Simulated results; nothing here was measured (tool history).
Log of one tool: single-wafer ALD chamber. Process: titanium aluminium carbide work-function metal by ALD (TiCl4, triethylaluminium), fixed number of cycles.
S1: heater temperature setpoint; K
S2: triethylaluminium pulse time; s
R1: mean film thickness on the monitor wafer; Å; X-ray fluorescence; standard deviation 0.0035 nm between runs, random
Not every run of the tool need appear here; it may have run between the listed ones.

{"run": 1, "hour": 0.0, "S1": 568.15, "S2": 12.82, "R1": 20.141}
{"run": 2, "hour": 3.4, "S1": 568.15, "S2": 15.66, "R1": 20.2}
{"run": 3, "hour": 6.0, "S1": 574.15, "S2": 15.66, "R1": 20.936}
{"run": 4, "hour": 14.0, "S1": 583.15, "S2": 15.66, "R1": 21.861}
{"run": 5, "hour": 16.9, "S1": 570.15, "S2": 11.92, "R1": 20.163}
{"run": 6, "hour": 18.9, "S1": 561.15, "S2": 9.45, "R1": 18.495}

Run 7 is up next; what results do you expect?
{"run": 7, "hour": 20.4, "S1": 561.15, "S2": 9.45, "R1": "?"}

{"run 7": {"R1": 18.522}}
